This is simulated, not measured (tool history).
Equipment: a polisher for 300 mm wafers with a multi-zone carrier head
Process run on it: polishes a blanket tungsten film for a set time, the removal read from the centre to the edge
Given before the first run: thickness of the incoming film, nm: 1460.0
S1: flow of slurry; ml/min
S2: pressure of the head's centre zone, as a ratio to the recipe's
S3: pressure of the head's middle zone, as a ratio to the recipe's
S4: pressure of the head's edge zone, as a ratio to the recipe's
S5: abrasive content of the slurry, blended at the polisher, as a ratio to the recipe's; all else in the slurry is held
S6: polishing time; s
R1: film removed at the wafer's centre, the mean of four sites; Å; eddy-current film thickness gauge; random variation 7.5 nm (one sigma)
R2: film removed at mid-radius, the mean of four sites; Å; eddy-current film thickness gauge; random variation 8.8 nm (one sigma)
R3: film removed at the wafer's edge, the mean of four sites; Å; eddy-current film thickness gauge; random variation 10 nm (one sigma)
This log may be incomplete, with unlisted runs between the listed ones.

run 1 hour=0.0 | S1=270 S2=1.00 S3=1.00 S4=1.00 S5=1.00 S6=80 | R1=5482.7 R2=5199.2 R3=5346.1
run 2 hour=1.5 | S1=270 S2=0.99 S3=1.02 S4=1.02 S5=1.10 S6=81 | R1=5526.5 R2=5624.0 R3=5494.4
run 3 hour=5.1 | S1=220 S2=0.99 S3=1.02 S4=1.02 S5=1.10 S6=81 | R1=5377.6 R2=5458.1 R3=5640.3
run 4 hour=9.2 | S1=220 S2=1.07 S3=1.02 S4=1.02 S5=1.10 S6=81 | R1=5883.0 R2=5516.9 R3=5687.7
run 5 hour=12.6 | S1=220 S2=1.03 S3=1.02 S4=1.02 S5=1.10 S6=81 | R1=5633.2 R2=5544.9 R3=5450.3
run 6 hour=18.3 | S1=220 S2=1.02 S3=1.02 S4=1.04 S5=1.15 S6=83 | R1=5886.7 R2=5806.6 R3=5600.3
run 7 hour=20.1 | S1=185 S2=0.92 S3=0.98 S4=1.14 S5=1.30 S6=102 | R1=6486.5 R2=6997.7 R3=7788.9
run 8 hour=26.4 | S1=190 S2=0.92 S3=1.00 S4=1.12 S5=1.25 S6=102 | R1=6705.0 R2=7036.2 R3=7727.2
run 9 hour=34.6 | S1=190 S2=0.92 S3=1.00 S4=1.12 S5=1.25 S6=102 | R1=6500.3 R2=7041.1 R3=7510.7

Run 10, settings as shown, results not yet in. Your forecast:
run 10 hour=39.2 | S1=190 S2=0.91 S3=1.01 S4=1.11 S5=1.25 S6=102 | R1=? R2=? R3=?

{"run 10": {"R1": 6526.6, "R2": 6906.3, "R3": 7393.0}}
